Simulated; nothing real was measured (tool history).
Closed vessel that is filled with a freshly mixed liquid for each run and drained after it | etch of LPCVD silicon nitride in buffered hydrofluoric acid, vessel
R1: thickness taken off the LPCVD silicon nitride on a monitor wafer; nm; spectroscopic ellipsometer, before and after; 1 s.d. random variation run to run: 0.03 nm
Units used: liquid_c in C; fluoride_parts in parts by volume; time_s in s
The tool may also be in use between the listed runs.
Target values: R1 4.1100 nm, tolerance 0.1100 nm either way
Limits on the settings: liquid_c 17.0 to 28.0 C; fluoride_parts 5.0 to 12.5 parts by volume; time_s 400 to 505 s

Run 1, day 0.000: liquid_c 20.0 C, fluoride_parts 7.5 parts by volume, time_s 505 s. Result: R1 6.1392 nm.
Run 2, day 0.158: liquid_c 22.0 C, fluoride_parts 7.5 parts by volume, time_s 505 s. Result: R1 6.9781 nm.
Run 3, day 0.479: liquid_c 22.0 C, fluoride_parts 9.0 parts by volume, time_s 505 s. Result: R1 5.6906 nm.
Run 4, day 0.525: liquid_c 22.0 C, fluoride_parts 10.5 parts by volume, time_s 505 s. Result: R1 5.0543 nm.
Run 5, day 0.754: liquid_c 21.5 C, fluoride_parts 10.5 parts by volume, time_s 505 s. Result: R1 4.9074 nm.
Run 6, day 0.946: liquid_c 21.0 C, fluoride_parts 10.5 parts by volume, time_s 505 s. Result: R1 4.7688 nm.
Run 7, day 1.183: liquid_c 20.5 C, fluoride_parts 10.5 parts by volume, time_s 505 s. Result: R1 4.7213 nm.
Run 8, day 1.471: liquid_c 17.5 C, fluoride_parts 10.5 parts by volume, time_s 505 s. Result: R1 3.9443 nm.

Of the 4 settings listed for the next run, only one would bring every result within its allowed miss of target. Which one?
Run A, day 1.758: liquid_c 18.5 C, fluoride_parts 10.0 parts by volume, time_s 440 s. Result: R1 ?.
Run B, day 1.758: liquid_c 17.0 C, fluoride_parts 9.5 parts by volume, time_s 460 s. Result: R1 ?.
Run C, day 1.758: liquid_c 17.0 C, fluoride_parts 10.5 parts by volume, time_s 505 s. Result: R1 ?.
Run D, day 1.758: liquid_c 17.5 C, fluoride_parts 10.0 parts by volume, time_s 505 s. Result: R1 ?.

move      R1
   A  3.8579
   B  3.8255
   C  3.8773
   D  4.1836
A: moves away from the targets compared with the last run
B: moves away from the targets compared with the last run
C: moves away from the targets compared with the last run
D: each result inside its tolerance
So the answer is move D, the one that meets all the targets.
